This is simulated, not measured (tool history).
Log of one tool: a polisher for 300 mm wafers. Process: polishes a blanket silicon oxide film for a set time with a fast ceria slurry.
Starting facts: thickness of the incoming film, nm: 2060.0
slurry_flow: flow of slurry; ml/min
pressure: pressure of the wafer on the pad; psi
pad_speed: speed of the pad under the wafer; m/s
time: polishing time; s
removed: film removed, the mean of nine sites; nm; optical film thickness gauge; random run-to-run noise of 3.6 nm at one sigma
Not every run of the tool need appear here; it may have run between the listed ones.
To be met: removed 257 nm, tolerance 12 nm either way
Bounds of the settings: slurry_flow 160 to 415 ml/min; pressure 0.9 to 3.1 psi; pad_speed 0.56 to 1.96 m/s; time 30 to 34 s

{"run": 1, "hour": 0.0, "slurry_flow": 265, "pressure": 2, "pad_speed": 1.26, "time": 34, "removed": 416}
{"run": 2, "hour": 3.7, "slurry_flow": 265, "pressure": 1.7, "pad_speed": 1.24, "time": 34, "removed": 366.48}
{"run": 3, "hour": 11.2, "slurry_flow": 290, "pressure": 1.7, "pad_speed": 1.24, "time": 34, "removed": 365.46}
{"run": 4, "hour": 12.1, "slurry_flow": 290, "pressure": 2.1, "pad_speed": 1.24, "time": 34, "removed": 431.06}
{"run": 5, "hour": 20.4, "slurry_flow": 290, "pressure": 2.4, "pad_speed": 1.24, "time": 34, "removed": 471.3}
{"run": 6, "hour": 27.1, "slurry_flow": 290, "pressure": 2.8, "pad_speed": 1.24, "time": 34, "removed": 521.43}
{"run": 7, "hour": 31.0, "slurry_flow": 290, "pressure": 2.3, "pad_speed": 1.16, "time": 34, "removed": 427.73}
{"run": 8, "hour": 36.9, "slurry_flow": 290, "pressure": 1.9, "pad_speed": 1.12, "time": 34, "removed": 352.54}
{"run": 9, "hour": 38.1, "slurry_flow": 290, "pressure": 1.7, "pad_speed": 1.1, "time": 34, "removed": 328.46}
{"run": 10, "hour": 45.4, "slurry_flow": 290, "pressure": 1.5, "pad_speed": 1.08, "time": 34, "removed": 295.44}

Which one of the following 5 next-run settings gets every result inside its allowed miss? There is exactly one.
{"run": "A", "hour": 52.7, "slurry_flow": 160, "pressure": 1.8, "pad_speed": 1.1, "time": 34, "removed": "?"}
{"run": "B", "hour": 52.7, "slurry_flow": 320, "pressure": 1.8, "pad_speed": 0.94, "time": 30, "removed": "?"}
{"run": "C", "hour": 52.7, "slurry_flow": 300, "pressure": 1.7, "pad_speed": 1.2, "time": 34, "removed": "?"}
{"run": "D", "hour": 52.7, "slurry_flow": 255, "pressure": 1.5, "pad_speed": 0.88, "time": 32, "removed": "?"}
{"run": "E", "hour": 52.7, "slurry_flow": 295, "pressure": 1.1, "pad_speed": 1.1, "time": 31, "removed": "?"}

move=A removed=316.97
move=B removed=256.4
move=C removed=352.55
move=D removed=224.37
move=E removed=227.76
A: moves away from the targets compared with the last run
B: hits every target within its allowed miss
C: moves away from the targets compared with the last run
D: pushes the last run's worst result past its target
E: pushes the last run's worst result past its target
B meets every target.

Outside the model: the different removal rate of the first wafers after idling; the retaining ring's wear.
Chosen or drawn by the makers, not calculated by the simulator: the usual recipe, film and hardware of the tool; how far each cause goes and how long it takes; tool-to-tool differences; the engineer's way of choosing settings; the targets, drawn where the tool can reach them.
